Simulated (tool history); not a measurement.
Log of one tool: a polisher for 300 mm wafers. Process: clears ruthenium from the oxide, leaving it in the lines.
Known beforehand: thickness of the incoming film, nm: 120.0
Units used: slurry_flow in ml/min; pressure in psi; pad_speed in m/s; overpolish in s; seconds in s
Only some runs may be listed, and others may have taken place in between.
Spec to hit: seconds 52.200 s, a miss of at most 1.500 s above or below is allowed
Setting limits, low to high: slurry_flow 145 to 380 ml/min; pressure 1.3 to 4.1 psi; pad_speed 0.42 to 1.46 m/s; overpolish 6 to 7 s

run 1 hour=0.0 | slurry_flow=245 pressure=2.7 pad_speed=0.94 overpolish=7 | seconds=77.663
run 2 hour=9.0 | slurry_flow=245 pressure=2.7 pad_speed=0.94 overpolish=6 | seconds=76.520
run 3 hour=17.1 | slurry_flow=245 pressure=2.8 pad_speed=0.94 overpolish=6 | seconds=75.511
run 4 hour=25.8 | slurry_flow=245 pressure=2.9 pad_speed=0.94 overpolish=6 | seconds=72.423
run 5 hour=34.1 | slurry_flow=290 pressure=2.9 pad_speed=0.94 overpolish=6 | seconds=71.039
run 6 hour=39.4 | slurry_flow=290 pressure=2.9 pad_speed=0.74 overpolish=6 | seconds=87.549
run 7 hour=43.5 | slurry_flow=290 pressure=3.0 pad_speed=0.76 overpolish=6 | seconds=82.609
run 8 hour=45.6 | slurry_flow=300 pressure=3.7 pad_speed=0.82 overpolish=6 | seconds=63.022
run 9 hour=51.0 | slurry_flow=305 pressure=3.9 pad_speed=0.86 overpolish=6 | seconds=57.613
run 10 hour=59.0 | slurry_flow=305 pressure=4.0 pad_speed=0.88 overpolish=6 | seconds=54.804

Exactly one of the 5 candidate moves below puts every result within its allowed miss. Which one?
run A hour=67.0 | slurry_flow=300 pressure=4.1 pad_speed=0.82 overpolish=7 | seconds=?
run B hour=67.0 | slurry_flow=260 pressure=4.1 pad_speed=0.98 overpolish=6 | seconds=?
run C hour=67.0 | slurry_flow=280 pressure=3.8 pad_speed=1.06 overpolish=6 | seconds=?
run D hour=67.0 | slurry_flow=305 pressure=4.1 pad_speed=0.90 overpolish=6 | seconds=?
run E hour=67.0 | slurry_flow=320 pressure=4.1 pad_speed=0.96 overpolish=7 | seconds=?

move=A seconds=57.151
move=B seconds=49.648
move=C seconds=49.498
move=D seconds=52.636
move=E seconds=49.526
A: moves away from the targets compared with the last run
B: pushes the last run's worst result past its target
C: pushes the last run's worst result past its target
D: each result inside its tolerance
E: pushes the last run's worst result past its target
The right move is D.
